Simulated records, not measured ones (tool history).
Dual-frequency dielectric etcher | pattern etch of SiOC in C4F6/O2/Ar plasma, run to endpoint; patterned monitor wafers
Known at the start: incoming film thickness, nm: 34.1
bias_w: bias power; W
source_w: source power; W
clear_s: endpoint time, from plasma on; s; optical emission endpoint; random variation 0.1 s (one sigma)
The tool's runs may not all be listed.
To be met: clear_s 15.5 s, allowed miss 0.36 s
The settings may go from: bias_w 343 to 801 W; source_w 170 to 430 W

Run 1, hour 0: bias_w 572 W, source_w 300 W. Result: clear_s 12.12 s.
Run 2, hour 2.5: bias_w 538 W, source_w 290 W. Result: clear_s 12.656 s.
Run 3, hour 10.7: bias_w 509 W, source_w 280 W. Result: clear_s 13.089 s.
Run 4, hour 15.4: bias_w 565 W, source_w 280 W. Result: clear_s 12.596 s.
Run 5, hour 15.9: bias_w 643 W, source_w 280 W. Result: clear_s 11.927 s.
Run 6, hour 23.4: bias_w 602 W, source_w 270 W. Result: clear_s 12.56 s.
Run 7, hour 24.7: bias_w 568 W, source_w 260 W. Result: clear_s 13.061 s.
Run 8, hour 32.8: bias_w 539 W, source_w 260 W. Result: clear_s 13.154 s.
Run 9, hour 36.9: bias_w 513 W, source_w 250 W. Result: clear_s 13.878 s.
Run 10, hour 41.2: bias_w 513 W, source_w 250 W. Result: clear_s 13.824 s.
Run 11, hour 48: bias_w 492 W, source_w 250 W. Result: clear_s 13.982 s.
Run 12, hour 52.5: bias_w 473 W, source_w 250 W. Result: clear_s 14.353 s.
Run 13, hour 56.3: bias_w 473 W, source_w 250 W. Result: clear_s 14.217 s.
Run 14, hour 62.2: bias_w 458 W, source_w 250 W. Result: clear_s 14.677 s.
Run 15, hour 63.4: bias_w 450 W, source_w 250 W. Result: clear_s 14.65 s.
Run 16, hour 64: bias_w 441 W, source_w 250 W. Result: clear_s 14.678 s.
Run 17, hour 69.8: bias_w 432 W, source_w 250 W. Result: clear_s 14.911 s.
Run 18, hour 70.6: bias_w 426 W, source_w 250 W. Result: clear_s 14.923 s.
Run 19, hour 77.9: bias_w 420 W, source_w 250 W. Result: clear_s 15.102 s.
Run 20, hour 83.6: bias_w 416 W, source_w 250 W. Result: clear_s 15.22 s.

4 next moves are on the table. One of them brings every result within its allowed miss. Which?
Run A, hour 89.3: bias_w 454 W, source_w 220 W. Result: clear_s ?.
Run B, hour 89.3: bias_w 421 W, source_w 270 W. Result: clear_s ?.
Run C, hour 89.3: bias_w 414 W, source_w 260 W. Result: clear_s ?.
Run D, hour 89.3: bias_w 509 W, source_w 220 W. Result: clear_s ?.

move  clear_s
   A   15.736
   B   14.577
   C   14.968
   D   14.982
A: meets every target
B: further off than the last run
C: further off than the last run
D: further off than the last run
Move A is the one to make.

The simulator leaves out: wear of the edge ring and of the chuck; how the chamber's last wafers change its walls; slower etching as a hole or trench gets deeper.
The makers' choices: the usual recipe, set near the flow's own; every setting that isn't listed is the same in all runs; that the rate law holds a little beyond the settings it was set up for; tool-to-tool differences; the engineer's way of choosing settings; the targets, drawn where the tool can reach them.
